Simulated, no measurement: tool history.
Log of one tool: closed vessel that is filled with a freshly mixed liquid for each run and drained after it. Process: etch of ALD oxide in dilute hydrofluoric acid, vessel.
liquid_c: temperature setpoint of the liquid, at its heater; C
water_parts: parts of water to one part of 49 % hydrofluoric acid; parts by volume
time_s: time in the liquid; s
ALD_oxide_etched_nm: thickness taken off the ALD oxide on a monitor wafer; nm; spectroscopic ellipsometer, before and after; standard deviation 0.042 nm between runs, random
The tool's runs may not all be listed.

Run 1, hour 0.0: liquid_c 21.0 C, water_parts 175 parts by volume, time_s 105 s. Result: ALD_oxide_etched_nm 11.710 nm.
Run 2, hour 2.4: liquid_c 22.0 C, water_parts 175 parts by volume, time_s 105 s. Result: ALD_oxide_etched_nm 12.176 nm.
Run 3, hour 3.4: liquid_c 23.0 C, water_parts 175 parts by volume, time_s 105 s. Result: ALD_oxide_etched_nm 12.705 nm.
Run 4, hour 11.3: liquid_c 23.5 C, water_parts 175 parts by volume, time_s 105 s. Result: ALD_oxide_etched_nm 12.926 nm.
Run 5, hour 16.6: liquid_c 23.5 C, water_parts 150 parts by volume, time_s 105 s. Result: ALD_oxide_etched_nm 15.438 nm.
Run 6, hour 17.3: liquid_c 22.5 C, water_parts 150 parts by volume, time_s 105 s. Result: ALD_oxide_etched_nm 14.903 nm.
Run 7, hour 18.0: liquid_c 22.0 C, water_parts 150 parts by volume, time_s 105 s. Result: ALD_oxide_etched_nm 14.609 nm.

Predict the results of run 8:
Run 8, hour 20.4: liquid_c 21.5 C, water_parts 150 parts by volume, time_s 105 s. Result: ALD_oxide_etched_nm ?.

ALD_oxide_etched_nm: 14.305 nm
